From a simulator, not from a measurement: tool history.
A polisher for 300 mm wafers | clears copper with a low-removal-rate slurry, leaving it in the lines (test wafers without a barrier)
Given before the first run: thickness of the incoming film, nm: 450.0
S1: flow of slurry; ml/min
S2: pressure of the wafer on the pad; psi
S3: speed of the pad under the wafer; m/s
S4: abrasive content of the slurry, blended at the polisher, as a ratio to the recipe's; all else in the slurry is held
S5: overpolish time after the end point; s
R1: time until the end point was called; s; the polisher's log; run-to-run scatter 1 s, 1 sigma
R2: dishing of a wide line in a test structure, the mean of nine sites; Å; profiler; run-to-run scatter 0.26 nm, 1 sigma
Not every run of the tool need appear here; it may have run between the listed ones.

{"run": 1, "hour": 0.0, "S1": 270, "S2": 2.1, "S3": 1.42, "S4": 1.0, "S5": 28, "R1": 181.87, "R2": 197.09}
{"run": 2, "hour": 7.7, "S1": 270, "S2": 2.3, "S3": 1.42, "S4": 1.0, "S5": 26, "R1": 171.69, "R2": 191.06}
{"run": 3, "hour": 15.5, "S1": 270, "S2": 2.3, "S3": 1.7, "S4": 1.0, "S5": 26, "R1": 143.07, "R2": 193.37}
{"run": 4, "hour": 23.4, "S1": 270, "S2": 2.4, "S3": 1.7, "S4": 1.0, "S5": 26, "R1": 138.21, "R2": 193.81}
{"run": 5, "hour": 31.4, "S1": 215, "S2": 2.4, "S3": 1.7, "S4": 1.0, "S5": 26, "R1": 141.68, "R2": 192.3}
{"run": 6, "hour": 39.6, "S1": 215, "S2": 2.4, "S3": 2.04, "S4": 1.0, "S5": 26, "R1": 117.96, "R2": 202.12}
{"run": 7, "hour": 46.4, "S1": 220, "S2": 2.4, "S3": 2.04, "S4": 1.0, "S5": 26, "R1": 119.9, "R2": 200.75}
{"run": 8, "hour": 50.3, "S1": 225, "S2": 2.4, "S3": 2.04, "S4": 1.0, "S5": 26, "R1": 118.48, "R2": 200.21}

Run 9, settings as shown, results not yet in. Your forecast:
{"run": 9, "hour": 51.9, "S1": 230, "S2": 2.4, "S3": 2.04, "S4": 1.0, "S5": 26, "R1": "?", "R2": "?"}

Run 9 gave R1 117.63 s, R2 202.48 Å.
